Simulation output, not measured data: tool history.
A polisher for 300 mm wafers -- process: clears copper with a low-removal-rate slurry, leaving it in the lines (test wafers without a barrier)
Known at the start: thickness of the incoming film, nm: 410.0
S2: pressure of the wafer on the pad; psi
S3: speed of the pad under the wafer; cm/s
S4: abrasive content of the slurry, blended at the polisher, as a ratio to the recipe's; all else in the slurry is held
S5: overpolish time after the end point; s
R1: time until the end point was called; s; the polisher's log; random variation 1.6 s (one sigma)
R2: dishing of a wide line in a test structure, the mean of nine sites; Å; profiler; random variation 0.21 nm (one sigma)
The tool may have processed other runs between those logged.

run 1 hour=0 | flow_of_slurry_(ml/min)=255 S2=3.6 S3=118 S4=1 S5=15 | R1=92.634 R2=378.34
run 2 hour=2.7 | flow_of_slurry_(ml/min)=255 S2=3 S3=118 S4=1 S5=15 | R1=109.35 R2=328.75
run 3 hour=9.6 | flow_of_slurry_(ml/min)=255 S2=2.7 S3=118 S4=1 S5=12 | R1=123.17 R2=236.45
run 4 hour=15.3 | flow_of_slurry_(ml/min)=255 S2=2.5 S3=122 S4=1 S5=10 | R1=128.24 R2=199.7
run 5 hour=17.3 | flow_of_slurry_(ml/min)=255 S2=1.7 S3=122 S4=1 S5=10 | R1=183.27 R2=137.83
run 6 hour=20.9 | flow_of_slurry_(ml/min)=255 S2=1.7 S3=128 S4=1 S5=8 | R1=178.65 R2=115.54
run 7 hour=24.3 | flow_of_slurry_(ml/min)=255 S2=1.9 S3=130 S4=1 S5=7 | R1=157.02 R2=115.24
run 8 hour=33 | flow_of_slurry_(ml/min)=255 S2=2 S3=132 S4=1 S5=7 | R1=148.37 R2=120.1
run 9 hour=33.9 | flow_of_slurry_(ml/min)=260 S2=2.3 S3=132 S4=1 S5=4 | R1=129.91 R2=80.371
run 10 hour=35.1 | flow_of_slurry_(ml/min)=260 S2=2.3 S3=132 S4=1 S5=4 | R1=131.19 R2=79.974
run 11 hour=35.9 | flow_of_slurry_(ml/min)=250 S2=2.3 S3=132 S4=1 S5=5 | R1=130.68 R2=98.867
run 12 hour=38.4 | flow_of_slurry_(ml/min)=240 S2=2.3 S3=132 S4=1 S5=5 | R1=133.15 R2=99.582

Forecast run 13:
run 13 hour=42.7 | flow_of_slurry_(ml/min)=230 S2=2.3 S3=132 S4=1 S5=5 | R1=? R2=?

For run 13 the tool returned R1 134.53 s, R2 99.046 Å.
